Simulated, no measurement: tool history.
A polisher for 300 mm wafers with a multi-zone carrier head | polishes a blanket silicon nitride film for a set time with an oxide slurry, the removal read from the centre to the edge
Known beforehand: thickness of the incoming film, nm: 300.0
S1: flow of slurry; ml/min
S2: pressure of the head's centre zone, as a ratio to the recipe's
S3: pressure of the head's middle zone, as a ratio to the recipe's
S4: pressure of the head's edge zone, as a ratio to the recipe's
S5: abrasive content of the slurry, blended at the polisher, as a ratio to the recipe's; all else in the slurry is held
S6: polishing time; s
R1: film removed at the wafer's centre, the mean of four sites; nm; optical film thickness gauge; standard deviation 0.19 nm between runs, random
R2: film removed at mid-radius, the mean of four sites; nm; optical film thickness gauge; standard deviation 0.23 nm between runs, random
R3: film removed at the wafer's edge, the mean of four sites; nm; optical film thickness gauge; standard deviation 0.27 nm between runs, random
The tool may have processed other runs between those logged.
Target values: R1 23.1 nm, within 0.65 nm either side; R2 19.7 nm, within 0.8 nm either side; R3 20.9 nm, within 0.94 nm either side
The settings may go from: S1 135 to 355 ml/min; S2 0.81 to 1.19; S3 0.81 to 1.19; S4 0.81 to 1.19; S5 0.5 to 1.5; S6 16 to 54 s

run,day,S1,S2,S3,S4,S5,S6,R1,R2,R3
1,0,225,1,1,1,1,35,13.502,13.916,14.406
2,0.183,240,1.04,1,1.02,1.1,36,15.702,15.841,15.96
3,0.496,250,1.07,0.98,1.06,1.15,36,16.442,15.643,16.707
4,0.725,250,1.07,0.98,1.11,1.15,36,16.368,15.352,16.73
5,1.096,250,1.07,1.04,1.11,1.15,36,16.499,16.477,17.108
6,1.425,250,1.07,1.04,1.11,1.05,36,15.616,15.87,16.004
7,1.788,250,1.07,1.04,1.11,1.05,36,15.64,15.467,16.195
8,1.992,260,1.1,1.03,1.11,1.15,36,17.224,16.315,16.554
9,2.254,255,1.11,1.02,1.12,1.25,37,18.431,17.305,18.46
10,2.542,265,1.13,1.02,1.12,1.3,37,19.248,17.871,18.227
11,2.667,265,1.14,1.01,1.13,1.35,37,19.699,17.819,18.924
12,2.858,265,1.14,1.01,1.13,1.35,37,19.69,17.925,19.021
13,3.088,270,1.15,1.01,1.13,1.4,37,20.371,18.207,19.076
14,3.171,270,1.16,1.01,1.14,1.4,37,20.38,18.128,19.96
# day 3.221: edge zone pressure recalibrated
15,3.221,280,1.17,1.01,1.13,1.4,37,20.729,18.174,19.246
16,3.275,285,1.17,1.01,1.13,1.4,37,20.607,18.008,19.069
17,3.6,290,1.18,1.01,1.13,1.45,38,22.293,19.28,19.028
18,3.808,285,1.18,1.01,1.14,1.45,38,21.653,19.267,19.743

Of the 4 settings listed for the next run, only one would bring every result within its allowed miss of target. Which one?
A,4.017,260,1.12,0.95,1.11,1.45,46,?,?,?
B,4.017,230,1.17,0.96,1.14,1.5,41,?,?,?
C,4.017,205,1.19,0.81,1.19,1.5,45,?,?,?
D,4.017,220,1.08,0.95,1.12,1.45,43,?,?,?

move,R1,R2,R3
A,24.334,21.998,22.928
B,22.577,19.74,20.756
C,24.703,18.507,23.048
D,21.406,20.12,21.175
A: carries the result that was furthest off beyond its target, to the other side
B: all results in spec
C: carries the result that was furthest off beyond its target, to the other side
D: moves away from the targets compared with the last run
B meets every target.
